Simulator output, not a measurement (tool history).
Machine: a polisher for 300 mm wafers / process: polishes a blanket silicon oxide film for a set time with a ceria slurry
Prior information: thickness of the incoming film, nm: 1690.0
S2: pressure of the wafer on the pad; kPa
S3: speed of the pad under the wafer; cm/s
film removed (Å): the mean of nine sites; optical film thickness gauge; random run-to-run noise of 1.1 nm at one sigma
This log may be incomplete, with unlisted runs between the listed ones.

Run 1, hour 0: flow of slurry (ml/min) 225, S2 17.9 kPa, S3 96 cm/s, polishing time (s) 56. Result: film removed (Å) 1515.5.
Run 2, hour 8.4: flow of slurry (ml/min) 225, S2 17.9 kPa, S3 96 cm/s, polishing time (s) 50. Result: film removed (Å) 1387.
Run 3, hour 15.4: flow of slurry (ml/min) 225, S2 15.9 kPa, S3 94 cm/s, polishing time (s) 50. Result: film removed (Å) 1177.
Run 4, hour 17: flow of slurry (ml/min) 225, S2 15.9 kPa, S3 94 cm/s, polishing time (s) 50. Result: film removed (Å) 1190.9.
Run 5, hour 22.9: flow of slurry (ml/min) 225, S2 14.5 kPa, S3 94 cm/s, polishing time (s) 50. Result: film removed (Å) 1111.
Run 6, hour 30.2: flow of slurry (ml/min) 225, S2 14.5 kPa, S3 106 cm/s, polishing time (s) 50. Result: film removed (Å) 1262.7.
Run 7, hour 33.3: flow of slurry (ml/min) 225, S2 13.1 kPa, S3 102 cm/s, polishing time (s) 50. Result: film removed (Å) 1107.8.
Run 8, hour 41.9: flow of slurry (ml/min) 220, S2 8.3 kPa, S3 86 cm/s, polishing time (s) 50. Result: film removed (Å) 587.58.
Run 9, hour 49.4: flow of slurry (ml/min) 225, S2 11 kPa, S3 86 cm/s, polishing time (s) 50. Result: film removed (Å) 763.36.

Run 10, settings as shown, results not yet in. Your forecast:
Run 10, hour 56.4: flow of slurry (ml/min) 220, S2 11 kPa, S3 86 cm/s, polishing time (s) 50. Result: film removed (Å) ?.

Logged for run 10: film removed (Å) 769.59.

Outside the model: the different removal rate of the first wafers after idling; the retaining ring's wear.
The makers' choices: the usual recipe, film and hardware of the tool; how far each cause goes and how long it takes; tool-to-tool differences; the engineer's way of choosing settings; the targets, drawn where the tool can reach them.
